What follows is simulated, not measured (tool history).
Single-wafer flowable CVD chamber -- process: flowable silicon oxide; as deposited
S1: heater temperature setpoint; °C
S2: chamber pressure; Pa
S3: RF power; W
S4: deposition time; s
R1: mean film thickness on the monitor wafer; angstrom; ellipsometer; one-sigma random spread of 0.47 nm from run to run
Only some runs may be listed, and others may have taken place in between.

run	hour	S1	S2	S3	S4	R1
1	0.0	100	77.6	2070	439	1902.7
2	5.8	111	77.6	2070	439	1306.5
3	7.6	113	77.6	2070	439	1213.8
4	9.2	113	77.6	2310	439	1240.9
5	10.0	103	77.6	2310	439	1745.6
6	16.8	103	88.7	2310	439	1969.3

What does the tool deliver on the next run?
7	17.5	107	88.7	2310	439	?

R1: 1719.4 angstrom
